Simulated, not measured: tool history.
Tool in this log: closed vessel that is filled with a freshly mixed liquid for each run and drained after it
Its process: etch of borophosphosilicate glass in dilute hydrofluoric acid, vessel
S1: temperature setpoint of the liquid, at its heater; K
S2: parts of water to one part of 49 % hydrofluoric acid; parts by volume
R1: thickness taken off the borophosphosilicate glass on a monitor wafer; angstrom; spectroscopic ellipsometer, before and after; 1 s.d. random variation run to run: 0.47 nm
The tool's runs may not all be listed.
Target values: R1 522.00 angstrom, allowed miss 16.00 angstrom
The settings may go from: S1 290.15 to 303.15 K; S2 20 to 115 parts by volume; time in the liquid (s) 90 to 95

{"run": 1, "hour": 0.0, "S1": 295.15, "S2": 65, "time in the liquid (s)": 90, "R1": 806.15}
{"run": 2, "hour": 1.3, "S1": 294.65, "S2": 65, "time in the liquid (s)": 90, "R1": 789.16}
{"run": 3, "hour": 3.8, "S1": 294.65, "S2": 75, "time in the liquid (s)": 90, "R1": 668.67}
{"run": 4, "hour": 12.2, "S1": 294.65, "S2": 55, "time in the liquid (s)": 90, "R1": 927.87}
{"run": 5, "hour": 15.7, "S1": 294.65, "S2": 70, "time in the liquid (s)": 90, "R1": 727.02}
{"run": 6, "hour": 22.4, "S1": 294.15, "S2": 70, "time in the liquid (s)": 90, "R1": 697.46}
{"hour": 27.6, "done": "thermometer replaced"}
{"run": 7, "hour": 27.6, "S1": 293.65, "S2": 70, "time in the liquid (s)": 90, "R1": 651.86}
{"run": 8, "hour": 33.6, "S1": 293.15, "S2": 70, "time in the liquid (s)": 90, "R1": 646.33}
{"run": 9, "hour": 37.5, "S1": 293.15, "S2": 70, "time in the liquid (s)": 90, "R1": 641.44}
{"run": 10, "hour": 40.4, "S1": 292.65, "S2": 70, "time in the liquid (s)": 90, "R1": 630.93}

Which single option among these 4 for the next run brings every result within its allowed miss of target? Just one does.
{"run": "A", "hour": 43.3, "S1": 293.15, "S2": 90, "time in the liquid (s)": 90, "R1": "?"}
{"run": "B", "hour": 43.3, "S1": 291.65, "S2": 70, "time in the liquid (s)": 90, "R1": "?"}
{"run": "C", "hour": 43.3, "S1": 292.65, "S2": 80, "time in the liquid (s)": 90, "R1": "?"}
{"run": "D", "hour": 43.3, "S1": 290.15, "S2": 80, "time in the liquid (s)": 95, "R1": "?"}

move=A R1=489.30
move=B R1=604.30
move=C R1=545.29
move=D R1=517.90
A: the result that was furthest off in the last run now lies on the other side of its target
B: an improvement on the last run, though not all results are within tolerance
C: an improvement on the last run, though not all results are within tolerance
D: meets every target
D is the move that brings every result within its allowed miss.
